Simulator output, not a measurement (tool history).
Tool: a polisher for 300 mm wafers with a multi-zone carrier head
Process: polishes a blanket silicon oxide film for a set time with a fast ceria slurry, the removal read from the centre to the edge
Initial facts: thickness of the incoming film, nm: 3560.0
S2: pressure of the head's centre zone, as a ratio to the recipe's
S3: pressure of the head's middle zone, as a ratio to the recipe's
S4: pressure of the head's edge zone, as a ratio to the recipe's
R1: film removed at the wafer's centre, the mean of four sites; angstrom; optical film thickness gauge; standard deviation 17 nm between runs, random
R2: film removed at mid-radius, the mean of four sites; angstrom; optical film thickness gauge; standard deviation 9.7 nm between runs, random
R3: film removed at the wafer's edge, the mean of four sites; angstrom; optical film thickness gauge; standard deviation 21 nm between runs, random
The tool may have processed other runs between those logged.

run 1 hour=0.0 | flow_of_slurry_(ml/min)=125 S2=1.00 S3=1.00 S4=1.00 polishing_time_(s)=77 | R1=10721 R2=11042 R3=11134
run 2 hour=2.2 | flow_of_slurry_(ml/min)=125 S2=1.00 S3=1.00 S4=1.00 polishing_time_(s)=88 | R1=12336 R2=12703 R3=12352
run 3 hour=9.1 | flow_of_slurry_(ml/min)=125 S2=1.00 S3=1.00 S4=1.00 polishing_time_(s)=77 | R1=10695 R2=11022 R3=11135
run 4 hour=11.6 | flow_of_slurry_(ml/min)=135 S2=1.02 S3=0.99 S4=1.03 polishing_time_(s)=80 | R1=11595 R2=11557 R3=11733
run 5 hour=20.1 | flow_of_slurry_(ml/min)=135 S2=1.07 S3=0.99 S4=1.03 polishing_time_(s)=80 | R1=12353 R2=11520 R3=11521
run 6 hour=25.3 | flow_of_slurry_(ml/min)=135 S2=1.07 S3=0.99 S4=1.03 polishing_time_(s)=70 | R1=10410 R2=10142 R3=10409
run 7 hour=26.1 | flow_of_slurry_(ml/min)=140 S2=1.06 S3=0.97 S4=1.06 polishing_time_(s)=75 | R1=11426 R2=10570 R3=11142
run 8 hour=29.4 | flow_of_slurry_(ml/min)=145 S2=1.05 S3=0.96 S4=1.08 polishing_time_(s)=79 | R1=11916 R2=11269 R3=11982
run 9 hour=37.5 | flow_of_slurry_(ml/min)=145 S2=1.05 S3=0.96 S4=1.08 polishing_time_(s)=79 | R1=12211 R2=11315 R3=11859
run 10 hour=39.5 | flow_of_slurry_(ml/min)=150 S2=1.04 S3=0.94 S4=1.10 polishing_time_(s)=82 | R1=12597 R2=11473 R3=12259

What will run 11 give?
run 11 hour=45.6 | flow_of_slurry_(ml/min)=125 S2=1.09 S3=0.94 S4=1.19 polishing_time_(s)=102 | R1=? R2=? R3=?

For run 11 the tool returned R1 15832 angstrom, R2 13774 angstrom, R3 15644 angstrom.

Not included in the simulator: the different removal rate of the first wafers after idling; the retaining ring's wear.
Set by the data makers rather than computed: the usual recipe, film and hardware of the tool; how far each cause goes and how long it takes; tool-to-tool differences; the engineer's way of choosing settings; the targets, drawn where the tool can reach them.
